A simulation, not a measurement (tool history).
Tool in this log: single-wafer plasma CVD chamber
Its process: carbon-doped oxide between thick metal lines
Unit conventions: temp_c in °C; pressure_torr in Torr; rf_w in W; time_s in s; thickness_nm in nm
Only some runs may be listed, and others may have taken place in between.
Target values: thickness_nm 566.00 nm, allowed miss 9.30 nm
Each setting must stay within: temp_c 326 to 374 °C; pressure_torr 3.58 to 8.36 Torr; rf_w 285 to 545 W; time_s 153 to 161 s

Run 1, hour 0.0: temp_c 350 °C, pressure_torr 5.97 Torr, rf_w 415 W, time_s 161 s. Result: thickness_nm 727.06 nm.
Run 2, hour 4.1: temp_c 350 °C, pressure_torr 5.97 Torr, rf_w 415 W, time_s 153 s. Result: thickness_nm 694.78 nm.
Run 3, hour 7.3: temp_c 344 °C, pressure_torr 5.97 Torr, rf_w 415 W, time_s 153 s. Result: thickness_nm 702.27 nm.
Run 4, hour 11.9: temp_c 346 °C, pressure_torr 5.48 Torr, rf_w 385 W, time_s 153 s. Result: thickness_nm 650.01 nm.
Run 5, hour 19.7: temp_c 346 °C, pressure_torr 5.48 Torr, rf_w 360 W, time_s 153 s. Result: thickness_nm 614.25 nm.
Run 6, hour 27.3: temp_c 348 °C, pressure_torr 5.02 Torr, rf_w 355 W, time_s 153 s. Result: thickness_nm 596.17 nm.
Run 7, hour 29.3: temp_c 350 °C, pressure_torr 4.77 Torr, rf_w 355 W, time_s 153 s. Result: thickness_nm 587.06 nm.
Run 8, hour 32.1: temp_c 352 °C, pressure_torr 4.62 Torr, rf_w 355 W, time_s 153 s. Result: thickness_nm 579.97 nm.
Run 9, hour 33.4: temp_c 353 °C, pressure_torr 4.54 Torr, rf_w 355 W, time_s 153 s. Result: thickness_nm 577.30 nm.
Run 10, hour 36.7: temp_c 354 °C, pressure_torr 4.47 Torr, rf_w 355 W, time_s 153 s. Result: thickness_nm 577.30 nm.

Consider the 5 candidate settings below. Which is the only one whose results all fall within their allowed miss of target?
Run A, hour 40.0: temp_c 349 °C, pressure_torr 4.08 Torr, rf_w 345 W, time_s 161 s. Result: thickness_nm ?.
Run B, hour 40.0: temp_c 354 °C, pressure_torr 5.35 Torr, rf_w 335 W, time_s 161 s. Result: thickness_nm ?.
Run C, hour 40.0: temp_c 353 °C, pressure_torr 4.48 Torr, rf_w 355 W, time_s 157 s. Result: thickness_nm ?.
Run D, hour 40.0: temp_c 355 °C, pressure_torr 4.50 Torr, rf_w 345 W, time_s 155 s. Result: thickness_nm ?.
Run E, hour 40.0: temp_c 363 °C, pressure_torr 5.63 Torr, rf_w 345 W, time_s 161 s. Result: thickness_nm ?.

move  thickness_nm
   A        588.82
   B        588.88
   C        591.55
   D        567.03
   E        597.28
A: lands further from the targets than the last run did
B: lands further from the targets than the last run did
C: lands further from the targets than the last run did
D: hits every target within its allowed miss
E: lands further from the targets than the last run did
Go with D: it meets all targets.
